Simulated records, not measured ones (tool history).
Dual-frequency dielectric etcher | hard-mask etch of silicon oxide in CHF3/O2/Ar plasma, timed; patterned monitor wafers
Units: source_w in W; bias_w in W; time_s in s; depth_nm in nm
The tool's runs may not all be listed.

run,hour,source_w,bias_w,time_s,depth_nm
1,0.0,800,162,31.5,72.744
2,8.4,800,138,31.5,69.937
3,10.7,690,138,31.5,66.641
4,14.2,690,155,31.5,68.926
5,16.9,760,157,31.5,71.253
6,22.3,760,157,31.5,71.444

Run 7 comes next. What will it give?
7,26.0,810,158,31.5,?

Run 7 gave depth_nm 73.013 nm.
